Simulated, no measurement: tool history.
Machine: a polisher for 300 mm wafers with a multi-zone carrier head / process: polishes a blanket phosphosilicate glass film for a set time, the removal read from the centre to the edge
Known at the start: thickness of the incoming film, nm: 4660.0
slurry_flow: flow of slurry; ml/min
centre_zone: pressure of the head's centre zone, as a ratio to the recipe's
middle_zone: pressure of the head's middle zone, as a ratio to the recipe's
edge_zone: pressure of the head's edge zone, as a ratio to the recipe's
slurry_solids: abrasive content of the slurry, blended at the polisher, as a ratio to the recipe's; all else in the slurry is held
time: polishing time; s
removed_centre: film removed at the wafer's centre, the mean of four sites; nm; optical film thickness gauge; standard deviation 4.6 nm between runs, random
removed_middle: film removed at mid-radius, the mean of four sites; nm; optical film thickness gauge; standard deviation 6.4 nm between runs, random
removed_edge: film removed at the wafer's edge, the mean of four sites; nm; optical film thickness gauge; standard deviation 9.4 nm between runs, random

Run 1, hour 0.0: slurry_flow 190 ml/min, centre_zone 1.00, middle_zone 1.00, edge_zone 1.00, slurry_solids 1.0, time 81 s. Result: removed_centre 582.07 nm, removed_middle 595.35 nm, removed_edge 585.13 nm.
Run 2, hour 5.3: slurry_flow 200 ml/min, centre_zone 1.01, middle_zone 0.98, edge_zone 1.01, slurry_solids 1.0, time 81 s. Result: removed_centre 595.52 nm, removed_middle 585.40 nm, removed_edge 580.08 nm.
Run 3, hour 9.4: slurry_flow 205 ml/min, centre_zone 1.02, middle_zone 0.97, edge_zone 1.03, slurry_solids 1.0, time 81 s. Result: removed_centre 599.27 nm, removed_middle 576.62 nm, removed_edge 617.64 nm.
Run 4, hour 11.4: slurry_flow 205 ml/min, centre_zone 1.02, middle_zone 1.01, edge_zone 1.03, slurry_solids 1.0, time 81 s. Result: removed_centre 595.94 nm, removed_middle 600.27 nm, removed_edge 600.20 nm.
Run 5, hour 19.7: slurry_flow 205 ml/min, centre_zone 1.02, middle_zone 1.01, edge_zone 1.03, slurry_solids 1.0, time 93 s. Result: removed_centre 691.41 nm, removed_middle 677.83 nm, removed_edge 706.72 nm.
Run 6, hour 27.5: slurry_flow 200 ml/min, centre_zone 1.02, middle_zone 0.99, edge_zone 1.02, slurry_solids 1.0, time 93 s. Result: removed_centre 683.23 nm, removed_middle 672.80 nm, removed_edge 696.59 nm.
Run 7, hour 36.3: slurry_flow 195 ml/min, centre_zone 1.03, middle_zone 0.97, edge_zone 1.01, slurry_solids 1.0, time 93 s. Result: removed_centre 689.59 nm, removed_middle 657.78 nm, removed_edge 679.61 nm.
Run 8, hour 39.8: slurry_flow 190 ml/min, centre_zone 1.03, middle_zone 0.95, edge_zone 1.01, slurry_solids 1.0, time 93 s. Result: removed_centre 687.20 nm, removed_middle 645.12 nm, removed_edge 683.58 nm.

Run 9, settings as shown, results not yet in. Your forecast:
Run 9, hour 44.8: slurry_flow 185 ml/min, centre_zone 1.03, middle_zone 0.93, edge_zone 1.00, slurry_solids 1.0, time 93 s. Result: removed_centre ?, removed_middle ?, removed_edge ?.

{"run 9": {"removed_centre": 684.37, "removed_middle": 627.15, "removed_edge": 694.35}}
